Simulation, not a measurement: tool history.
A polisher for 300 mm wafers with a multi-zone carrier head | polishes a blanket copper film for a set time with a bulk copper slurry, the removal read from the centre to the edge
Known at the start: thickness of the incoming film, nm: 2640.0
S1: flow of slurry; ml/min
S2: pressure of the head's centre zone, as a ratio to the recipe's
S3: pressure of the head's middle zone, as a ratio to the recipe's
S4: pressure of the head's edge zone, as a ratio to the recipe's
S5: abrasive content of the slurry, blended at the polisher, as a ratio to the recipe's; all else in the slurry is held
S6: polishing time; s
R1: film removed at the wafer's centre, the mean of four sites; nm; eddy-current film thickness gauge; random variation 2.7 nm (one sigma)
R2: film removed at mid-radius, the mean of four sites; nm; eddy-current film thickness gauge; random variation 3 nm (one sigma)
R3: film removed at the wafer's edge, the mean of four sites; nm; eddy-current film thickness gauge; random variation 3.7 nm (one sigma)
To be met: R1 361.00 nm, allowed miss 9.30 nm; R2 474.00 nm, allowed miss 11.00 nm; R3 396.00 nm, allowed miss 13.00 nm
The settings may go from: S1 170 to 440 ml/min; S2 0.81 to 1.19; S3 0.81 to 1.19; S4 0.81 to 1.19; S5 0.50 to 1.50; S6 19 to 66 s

run	hour	S1	S2	S3	S4	S5	S6	R1	R2	R3
1	0.0	280	1.00	1.00	1.00	1.00	42	300.91	300.09	297.18
2	6.8	295	0.98	1.04	1.01	1.10	43	310.88	320.37	311.98
3	13.1	295	0.91	1.04	1.01	1.10	43	289.73	319.41	315.63
4	16.6	295	0.91	1.04	1.01	0.95	43	279.62	314.86	311.17
5	22.1	240	0.91	1.04	1.01	0.95	43	278.11	310.19	302.28
6	27.0	250	0.89	1.07	0.99	1.05	45	289.67	337.18	319.79
7	31.6	260	0.88	1.09	0.97	1.15	47	302.89	364.07	336.65
8	36.3	265	0.88	1.11	0.96	1.20	48	310.47	377.98	345.35
9	40.4	345	0.86	1.19	0.86	1.45	54	362.34	481.67	380.86

5 next moves are on the table. One of them brings every result within its allowed miss. Which?
A	44.5	375	0.89	1.16	0.84	1.30	56	?	?	?
B	44.5	305	0.86	1.19	0.82	1.50	53	?	?	?
C	44.5	355	0.81	1.11	0.82	1.45	57	?	?	?
D	44.5	320	0.85	1.18	0.81	1.50	57	?	?	?
E	44.5	360	0.83	1.19	0.81	1.35	54	?	?	?

move	R1	R2	R3
A	382.53	479.05	391.93
B	351.75	466.90	370.72
C	358.26	475.60	400.29
D	375.26	500.23	397.66
E	344.73	473.75	373.07
A: brings the result that was furthest off to its target, and leaves another outside
B: further off than the last run
C: meets every target
D: brings the result that was furthest off to its target, and leaves another outside
E: further off than the last run
Move C is the one to make.
